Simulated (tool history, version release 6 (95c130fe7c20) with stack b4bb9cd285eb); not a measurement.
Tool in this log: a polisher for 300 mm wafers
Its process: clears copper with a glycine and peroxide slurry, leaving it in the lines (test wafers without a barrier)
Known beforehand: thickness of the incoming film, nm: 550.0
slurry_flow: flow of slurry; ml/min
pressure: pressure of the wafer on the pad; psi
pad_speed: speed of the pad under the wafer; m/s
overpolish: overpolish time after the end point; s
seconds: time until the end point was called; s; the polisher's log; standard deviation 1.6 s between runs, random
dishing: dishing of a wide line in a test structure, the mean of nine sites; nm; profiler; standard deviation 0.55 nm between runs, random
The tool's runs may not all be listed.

{"run": 1, "hour": 0.0, "slurry_flow": 155, "pressure": 3.3, "pad_speed": 0.8, "overpolish": 14, "seconds": 132.61, "dishing": 40.605}
{"run": 2, "hour": 6.2, "slurry_flow": 160, "pressure": 3.6, "pad_speed": 0.8, "overpolish": 14, "seconds": 124.0, "dishing": 42.531}
{"run": 3, "hour": 10.7, "slurry_flow": 160, "pressure": 4.4, "pad_speed": 0.8, "overpolish": 14, "seconds": 112.23, "dishing": 46.858}
{"run": 4, "hour": 13.8, "slurry_flow": 160, "pressure": 4.4, "pad_speed": 0.8, "overpolish": 11, "seconds": 109.83, "dishing": 38.698}
{"run": 5, "hour": 14.4, "slurry_flow": 160, "pressure": 4.4, "pad_speed": 0.6, "overpolish": 11, "seconds": 141.9, "dishing": 31.453}
{"run": 6, "hour": 15.9, "slurry_flow": 155, "pressure": 4.5, "pad_speed": 0.68, "overpolish": 12, "seconds": 129.34, "dishing": 37.523}

Run 7 is up next; what results do you expect?
{"run": 7, "hour": 16.6, "slurry_flow": 155, "pressure": 4.7, "pad_speed": 0.74, "overpolish": 12, "seconds": "?", "dishing": "?"}

seconds: 114.06 s
dishing: 40.564 nm
